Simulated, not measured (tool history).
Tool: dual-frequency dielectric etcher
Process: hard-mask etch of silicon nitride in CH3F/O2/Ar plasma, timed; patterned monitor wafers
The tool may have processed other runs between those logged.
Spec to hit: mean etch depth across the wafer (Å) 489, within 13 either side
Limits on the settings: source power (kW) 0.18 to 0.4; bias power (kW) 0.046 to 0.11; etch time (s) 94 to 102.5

| run | hour | source power (kW) | bias power (kW) | etch time (s) | mean etch depth across the wafer (Å) |
|---|---|---|---|---|---|
| 1 | 0 | 0.29 | 0.078 | 102.5 | 672.51 |
| 2 | 0.8 | 0.29 | 0.078 | 94 | 617.76 |
| 3 | 3.1 | 0.29 | 0.078 | 94 | 615.98 |
| 4 | 8.4 | 0.27 | 0.073 | 94 | 588.43 |
| 5 | 9.7 | 0.25 | 0.07 | 94 | 561.12 |
| 6 | 16.6 | 0.25 | 0.07 | 94 | 562.01 |
| 7 | 20.6 | 0.24 | 0.068 | 94 | 548.88 |
| 8 | 28.6 | 0.23 | 0.066 | 94 | 537.03 |
| 9 | 37.1 | 0.23 | 0.066 | 94 | 532.58 |
| 10 | 40.4 | 0.22 | 0.065 | 94 | 525.25 |
| 11 | 44.1 | 0.21 | 0.064 | 94 | 516.69 |
| 12 | 49.6 | 0.18 | 0.058 | 94 | 468.1 |

Exactly one of the 5 candidate moves below puts every result within its allowed miss. Which one?
| A | 55.1 | 0.19 | 0.055 | 100 | ? |
| B | 55.1 | 0.24 | 0.046 | 94 | ? |
| C | 55.1 | 0.18 | 0.05 | 96.5 | ? |
| D | 55.1 | 0.18 | 0.049 | 102.5 | ? |
| E | 55.1 | 0.18 | 0.051 | 94 | ? |

| move | mean etch depth across the wafer (Å) |
|---|---|
| A | 493.08 |
| B | 435.9 |
| C | 443.72 |
| D | 465.28 |
| E | 437.65 |
A: all results in spec
B: misses by more than the last run did
C: misses by more than the last run did
D: misses by more than the last run did
E: misses by more than the last run did
A is the move that brings every result within its allowed miss.

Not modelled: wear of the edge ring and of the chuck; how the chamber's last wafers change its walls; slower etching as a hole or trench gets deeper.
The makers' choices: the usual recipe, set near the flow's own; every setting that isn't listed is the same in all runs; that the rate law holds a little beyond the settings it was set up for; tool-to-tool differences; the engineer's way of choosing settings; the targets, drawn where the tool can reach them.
